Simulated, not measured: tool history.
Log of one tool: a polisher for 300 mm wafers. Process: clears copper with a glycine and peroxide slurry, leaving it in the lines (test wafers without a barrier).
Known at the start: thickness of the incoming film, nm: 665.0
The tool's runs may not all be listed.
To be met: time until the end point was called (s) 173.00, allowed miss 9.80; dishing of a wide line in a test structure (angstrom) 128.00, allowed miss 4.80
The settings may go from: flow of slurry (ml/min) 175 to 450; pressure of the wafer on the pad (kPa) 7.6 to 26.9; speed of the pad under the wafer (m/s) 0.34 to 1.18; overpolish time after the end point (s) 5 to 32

run,day,flow of slurry (ml/min),pressure of the wafer on the pad (kPa),speed of the pad under the wafer (m/s),overpolish time after the end point (s),time until the end point was called (s),dishing of a wide line in a test structure (angstrom)
1,0.000,290,17.2,0.76,16,163.55,297.24
2,0.112,290,20.7,0.76,16,149.45,331.71
3,0.292,225,20.7,0.76,16,153.37,318.50
4,0.592,225,20.7,0.90,16,135.16,340.65
5,0.942,215,18.6,0.90,14,145.65,297.59
6,0.975,210,16.5,0.90,12,155.91,267.16
7,1.238,205,15.2,0.88,11,169.39,234.34
8,1.450,175,10.3,1.06,5,197.31,115.57
9,1.612,185,10.3,1.06,5,201.76,115.72
10,1.962,185,11.0,1.08,5,180.27,119.06

4 next moves are on the table. One of them brings every result within its allowed miss. Which?
A,2.312,180,9.7,1.18,5,?,?
B,2.312,175,9.7,1.06,6,?,?
C,2.312,205,13.1,1.18,5,?,?
D,2.312,180,11.0,1.18,5,?,?

move,time until the end point was called (s),dishing of a wide line in a test structure (angstrom)
A,189.65,117.42
B,206.45,127.76
C,152.57,140.97
D,174.55,126.02
A: further off than the last run
B: brings the result that was furthest off to its target, and leaves another outside
C: takes the result that was furthest off past its target
D: meets every target
The right move is D.
